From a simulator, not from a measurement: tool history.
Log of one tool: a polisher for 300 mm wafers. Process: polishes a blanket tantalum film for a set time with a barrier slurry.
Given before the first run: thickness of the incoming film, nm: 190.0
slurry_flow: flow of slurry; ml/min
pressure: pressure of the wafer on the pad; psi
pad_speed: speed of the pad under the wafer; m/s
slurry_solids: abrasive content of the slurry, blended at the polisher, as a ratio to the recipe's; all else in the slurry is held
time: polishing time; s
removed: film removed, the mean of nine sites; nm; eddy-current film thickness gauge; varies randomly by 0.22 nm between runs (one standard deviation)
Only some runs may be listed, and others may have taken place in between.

run 1 hour=0.0 | slurry_flow=205 pressure=1.2 pad_speed=0.78 slurry_solids=1.00 time=79 | removed=66.265
run 2 hour=3.6 | slurry_flow=205 pressure=1.2 pad_speed=0.98 slurry_solids=1.00 time=79 | removed=82.515
run 3 hour=8.1 | slurry_flow=200 pressure=1.1 pad_speed=0.90 slurry_solids=1.00 time=79 | removed=70.924
run 4 hour=8.9 | slurry_flow=200 pressure=1.1 pad_speed=0.90 slurry_solids=1.00 time=79 | removed=70.834
run 5 hour=12.1 | slurry_flow=180 pressure=1.1 pad_speed=0.90 slurry_solids=1.00 time=79 | removed=70.342
run 6 hour=17.7 | slurry_flow=180 pressure=1.1 pad_speed=0.98 slurry_solids=1.00 time=79 | removed=76.631
run 7 hour=22.7 | slurry_flow=155 pressure=0.8 pad_speed=0.76 slurry_solids=0.95 time=79 | removed=44.617

Expected results for the next run?
run 8 hour=24.9 | slurry_flow=155 pressure=0.8 pad_speed=0.74 slurry_solids=0.95 time=79 | removed=?

{"run 8": {"removed": 43.857}}
